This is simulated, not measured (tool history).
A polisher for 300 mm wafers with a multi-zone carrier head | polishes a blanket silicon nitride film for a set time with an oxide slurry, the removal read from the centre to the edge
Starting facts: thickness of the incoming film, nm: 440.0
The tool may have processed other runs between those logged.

run	hour	flow of slurry (ml/min)	pressure of the head's centre zone	pressure of the head's middle zone	pressure of the head's edge zone	abrasive content of the slurry	polishing time (s)	film removed at the wafer's centre (angstrom)	film removed at mid-radius (angstrom)	film removed at the wafer's edge (angstrom)
1	0.0	220	1.00	1.00	1.00	1.00	37	150.67	159.45	162.43
2	0.9	220	1.00	1.00	1.03	1.00	37	148.62	159.71	164.96
3	4.0	220	1.00	1.00	1.03	1.10	37	154.12	168.70	173.08
4	4.6	215	1.00	0.97	1.02	1.05	37	153.10	157.14	166.86
5	5.7	160	1.00	0.97	1.02	1.05	37	142.84	151.51	161.39
6	11.6	160	1.00	0.97	1.02	1.05	45	177.67	186.77	194.84
7	14.0	160	1.00	0.95	1.01	0.95	45	170.28	171.20	188.45
8	21.6	160	1.00	0.94	0.99	0.90	45	160.18	165.13	178.52
9	24.5	160	1.01	0.92	0.98	0.85	45	160.76	159.08	173.63

Expected results for the next run?
10	30.8	140	1.02	0.82	0.98	0.60	44	?	?	?

Run 10 produced film removed at the wafer's centre (angstrom) 126.81, film removed at mid-radius (angstrom) 112.89, film removed at the wafer's edge (angstrom) 138.28.
